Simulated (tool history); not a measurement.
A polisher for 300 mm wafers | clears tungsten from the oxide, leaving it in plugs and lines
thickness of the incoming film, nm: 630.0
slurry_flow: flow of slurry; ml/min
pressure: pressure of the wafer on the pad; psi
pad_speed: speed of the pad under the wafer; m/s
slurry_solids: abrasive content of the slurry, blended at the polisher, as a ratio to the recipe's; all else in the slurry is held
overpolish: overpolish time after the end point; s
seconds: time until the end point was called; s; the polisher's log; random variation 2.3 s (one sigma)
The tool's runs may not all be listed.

run,hour,slurry_flow,pressure,pad_speed,slurry_solids,overpolish,seconds
1,0,205,3.1,1.16,1,14,134.02
2,5.5,205,2.9,1.16,1,14,143.91
3,10.1,205,2.8,1.16,1,14,146
4,13.5,205,2.7,1.16,1,14,155.33
5,15.3,205,3.1,1.16,1,14,135.82
6,22.3,205,2.9,1.16,1,14,142.17
7,27,205,2.8,1.16,1,14,152.93
8,31.3,205,2.7,1.16,1,14,151.36

Run 9 comes next. What will it give?
9,38.9,205,2.6,1.16,1,14,?

seconds: 160.56 s

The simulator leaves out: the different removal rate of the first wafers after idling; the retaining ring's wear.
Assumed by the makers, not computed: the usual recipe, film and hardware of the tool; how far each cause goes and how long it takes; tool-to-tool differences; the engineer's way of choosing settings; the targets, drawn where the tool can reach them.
